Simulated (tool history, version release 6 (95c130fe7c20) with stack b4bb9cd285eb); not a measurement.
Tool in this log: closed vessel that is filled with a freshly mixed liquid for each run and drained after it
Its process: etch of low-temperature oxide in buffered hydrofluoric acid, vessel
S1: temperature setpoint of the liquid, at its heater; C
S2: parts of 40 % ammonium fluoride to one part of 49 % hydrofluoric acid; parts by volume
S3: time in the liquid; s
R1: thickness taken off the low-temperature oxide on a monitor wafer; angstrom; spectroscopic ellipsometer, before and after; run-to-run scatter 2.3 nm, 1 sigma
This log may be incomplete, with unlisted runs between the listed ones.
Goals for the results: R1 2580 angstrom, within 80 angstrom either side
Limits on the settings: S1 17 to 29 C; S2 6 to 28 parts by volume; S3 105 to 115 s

{"run": 1, "hour": 0.0, "S1": 21, "S2": 17, "S3": 105, "R1": 1159.5}
{"run": 2, "hour": 6.0, "S1": 21, "S2": 17, "S3": 105, "R1": 1162.6}
{"run": 3, "hour": 7.5, "S1": 22, "S2": 16.5, "S3": 105, "R1": 1267.2}
{"run": 4, "hour": 16.3, "S1": 22, "S2": 16.5, "S3": 115, "R1": 1388.6}
{"run": 5, "hour": 23.8, "S1": 22, "S2": 18.5, "S3": 115, "R1": 1248.9}
{"run": 6, "hour": 26.0, "S1": 23, "S2": 17.5, "S3": 115, "R1": 1394.5}
{"run": 7, "hour": 28.8, "S1": 23.5, "S2": 17, "S3": 115, "R1": 1459}
{"run": 8, "hour": 35.0, "S1": 24, "S2": 16.5, "S3": 115, "R1": 1573.9}
{"run": 9, "hour": 39.7, "S1": 24, "S2": 16.5, "S3": 115, "R1": 1552.3}
{"run": 10, "hour": 45.9, "S1": 24.5, "S2": 16, "S3": 115, "R1": 1646.8}
{"run": 11, "hour": 47.9, "S1": 25, "S2": 15.5, "S3": 115, "R1": 1744.7}
{"run": 12, "hour": 50.5, "S1": 25.5, "S2": 15, "S3": 115, "R1": 1841.9}
{"run": 13, "hour": 59.7, "S1": 26, "S2": 14.5, "S3": 115, "R1": 1963}
{"run": 14, "hour": 68.7, "S1": 26.5, "S2": 14.5, "S3": 115, "R1": 2029.9}
{"run": 15, "hour": 75.8, "S1": 27, "S2": 14.5, "S3": 115, "R1": 2057.3}
{"run": 16, "hour": 83.4, "S1": 28, "S2": 13, "S3": 115, "R1": 2380.8}

Exercise: of the 4 proposed moves below, exactly one satisfies all targets within the stated allowed misses. Which move is it?
{"run": "A", "hour": 91.0, "S1": 29, "S2": 13, "S3": 115, "R1": "?"}
{"run": "B", "hour": 91.0, "S1": 24.5, "S2": 11, "S3": 115, "R1": "?"}
{"run": "C", "hour": 91.0, "S1": 29, "S2": 12, "S3": 115, "R1": "?"}
{"run": "D", "hour": 91.0, "S1": 29, "S2": 12.5, "S3": 105, "R1": "?"}

move=A R1=2576.6
move=B R1=2383.1
move=C R1=2786.2
move=D R1=2444.5
A: in spec on every target
B: neither nearer nor further off than the last run
C: the result that was furthest off in the last run now lies on the other side of its target
D: an improvement on the last run, though not all results are within tolerance
The right move is A.
